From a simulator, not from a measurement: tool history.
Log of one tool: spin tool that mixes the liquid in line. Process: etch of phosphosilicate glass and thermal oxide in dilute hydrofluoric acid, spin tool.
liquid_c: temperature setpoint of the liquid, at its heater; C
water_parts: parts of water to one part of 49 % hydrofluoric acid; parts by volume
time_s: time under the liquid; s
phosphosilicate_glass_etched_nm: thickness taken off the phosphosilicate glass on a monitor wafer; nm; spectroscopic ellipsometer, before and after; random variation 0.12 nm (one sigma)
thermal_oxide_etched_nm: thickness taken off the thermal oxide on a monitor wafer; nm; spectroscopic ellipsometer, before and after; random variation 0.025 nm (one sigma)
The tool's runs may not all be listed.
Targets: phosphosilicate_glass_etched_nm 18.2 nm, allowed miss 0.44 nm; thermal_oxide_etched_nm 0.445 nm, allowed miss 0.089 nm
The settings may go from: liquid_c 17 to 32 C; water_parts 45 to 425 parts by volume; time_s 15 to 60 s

| run | day | liquid_c | water_parts | time_s | phosphosilicate_glass_etched_nm | thermal_oxide_etched_nm |
|---|---|---|---|---|---|---|
| 1 | 0 | 24 | 235 | 30 | 20.786 | 0.49359 |
| 2 | 0.296 | 23.5 | 235 | 30 | 20.56 | 0.5411 |
| 3 | 0.396 | 23.5 | 235 | 35 | 24.31 | 0.57703 |
| 4 | 0.629 | 22.5 | 240 | 35 | 22.181 | 0.49585 |
| 5 | 0.671 | 24 | 240 | 35 | 24.057 | 0.64017 |
| 6 | 0.762 | 24 | 195 | 35 | 30.788 | 0.67077 |
| 7 | 0.85 | 23 | 205 | 35 | 27.875 | 0.62451 |
| 8 | 1.133 | 22.5 | 215 | 35 | 25.675 | 0.6222 |
| 9 | 1.458 | 21.5 | 220 | 35 | 24.154 | 0.60227 |

5 next moves are on the table. One of them brings every result within its allowed miss. Which?
| A | 1.783 | 19 | 295 | 40 | ? | ? |
| B | 1.783 | 31 | 185 | 15 | ? | ? |
| C | 1.783 | 17 | 190 | 25 | ? | ? |
| D | 1.783 | 19 | 270 | 35 | ? | ? |
| E | 1.783 | 24 | 280 | 30 | ? | ? |

| move | phosphosilicate_glass_etched_nm | thermal_oxide_etched_nm |
|---|---|---|
| A | 17.331 | 0.42988 |
| B | 17.87 | 0.44326 |
| C | 17.111 | 0.42443 |
| D | 16.94 | 0.42019 |
| E | 16.634 | 0.4126 |
A: takes the result that was furthest off past its target
B: meets every target
C: takes the result that was furthest off past its target
D: takes the result that was furthest off past its target
E: takes the result that was furthest off past its target
The right move is B.
